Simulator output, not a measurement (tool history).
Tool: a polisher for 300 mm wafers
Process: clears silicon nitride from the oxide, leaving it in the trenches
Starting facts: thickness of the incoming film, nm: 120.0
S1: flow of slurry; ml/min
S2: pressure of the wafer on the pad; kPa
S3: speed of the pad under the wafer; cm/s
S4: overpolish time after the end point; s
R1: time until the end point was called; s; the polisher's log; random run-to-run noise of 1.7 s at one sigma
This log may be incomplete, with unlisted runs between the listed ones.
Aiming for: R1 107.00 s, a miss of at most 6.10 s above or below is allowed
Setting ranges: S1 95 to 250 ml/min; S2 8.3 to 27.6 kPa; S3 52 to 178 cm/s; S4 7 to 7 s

| run | hour | S1 | S2 | S3 | S4 | R1 |
|---|---|---|---|---|---|---|
| 1 | 0.0 | 160 | 17.9 | 114 | 7 | 144.00 |
| 2 | 1.6 | 130 | 17.9 | 114 | 7 | 149.60 |
| 3 | 10.1 | 130 | 17.9 | 94 | 7 | 175.89 |
| 4 | 14.4 | 130 | 17.9 | 112 | 7 | 151.95 |
| 5 | 16.2 | 130 | 14.5 | 112 | 7 | 180.17 |
| 6 | 21.9 | 155 | 14.5 | 112 | 7 | 182.74 |
| 7 | 25.2 | 155 | 17.2 | 114 | 7 | 144.54 |
| 8 | 31.8 | 155 | 22.1 | 116 | 7 | 118.83 |
| 9 | 40.1 | 155 | 22.8 | 116 | 7 | 115.95 |
| 10 | 44.7 | 155 | 23.4 | 116 | 7 | 115.61 |

5 candidate next runs follow, results not yet known. Just one meets every target within its allowed miss. Identify it.
| A | 49.3 | 155 | 19.3 | 122 | 7 | ? |
| B | 49.3 | 155 | 24.1 | 122 | 7 | ? |
| C | 49.3 | 135 | 25.5 | 102 | 7 | ? |
| D | 49.3 | 165 | 23.4 | 106 | 7 | ? |
| E | 49.3 | 120 | 21.4 | 114 | 7 | ? |

| move | R1 |
|---|---|
| A | 127.47 |
| B | 105.02 |
| C | 120.60 |
| D | 122.71 |
| E | 127.97 |
A: moves away from the targets compared with the last run
B: every result within its allowed miss
C: moves away from the targets compared with the last run
D: moves away from the targets compared with the last run
E: moves away from the targets compared with the last run
The move that meets every target is B.

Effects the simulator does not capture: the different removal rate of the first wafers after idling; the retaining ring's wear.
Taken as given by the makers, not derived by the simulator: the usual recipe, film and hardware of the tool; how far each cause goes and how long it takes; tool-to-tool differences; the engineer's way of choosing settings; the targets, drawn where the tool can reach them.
